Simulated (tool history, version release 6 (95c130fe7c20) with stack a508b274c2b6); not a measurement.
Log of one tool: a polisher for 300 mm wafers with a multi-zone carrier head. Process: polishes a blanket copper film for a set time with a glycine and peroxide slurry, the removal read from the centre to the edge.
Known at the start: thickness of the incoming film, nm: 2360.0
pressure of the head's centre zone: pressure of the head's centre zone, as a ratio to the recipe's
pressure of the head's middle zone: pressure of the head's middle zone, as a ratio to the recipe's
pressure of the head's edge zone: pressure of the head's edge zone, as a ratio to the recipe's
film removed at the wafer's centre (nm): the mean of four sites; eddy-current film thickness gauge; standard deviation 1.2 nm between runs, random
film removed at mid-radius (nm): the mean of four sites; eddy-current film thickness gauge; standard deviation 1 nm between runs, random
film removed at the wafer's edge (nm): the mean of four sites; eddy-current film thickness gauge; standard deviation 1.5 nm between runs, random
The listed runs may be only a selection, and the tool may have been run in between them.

run,hour,flow of slurry (ml/min),pressure of the head's centre zone,pressure of the head's middle zone,pressure of the head's edge zone,polishing time (s),film removed at the wafer's centre (nm),film removed at mid-radius (nm),film removed at the wafer's edge (nm)
1,0,220,1,1,1,30,125.44,136.05,134.25
2,2.3,215,0.98,0.95,0.98,28,111.95,124.19,123.5
3,6.9,215,0.98,0.92,0.98,28,113.46,123.19,124.61
4,8.3,215,0.98,0.92,0.93,28,113.81,122.99,122.18
5,11.1,205,0.98,0.88,0.95,26,106.6,109.55,112.32
6,15.8,195,0.96,0.86,0.97,25,98.886,103.59,109.14
7,17.2,185,0.96,0.84,0.97,25,95.55,99.821,110.06
8,23.4,180,0.96,0.83,0.95,25,98.601,98.287,112.32
9,32.3,185,0.97,0.86,0.94,22,85.588,89.553,94.135
10,34.7,190,0.97,0.85,0.96,22,89.617,89.563,96.897

Run 11 has not been measured yet. What should we expect?
11,40.4,190,0.96,0.85,0.97,22,?,?,?

{"run 11": {"film removed at the wafer's centre (nm)": 86.804, "film removed at mid-radius (nm)": 89.7, "film removed at the wafer's edge (nm)": 97.154}}
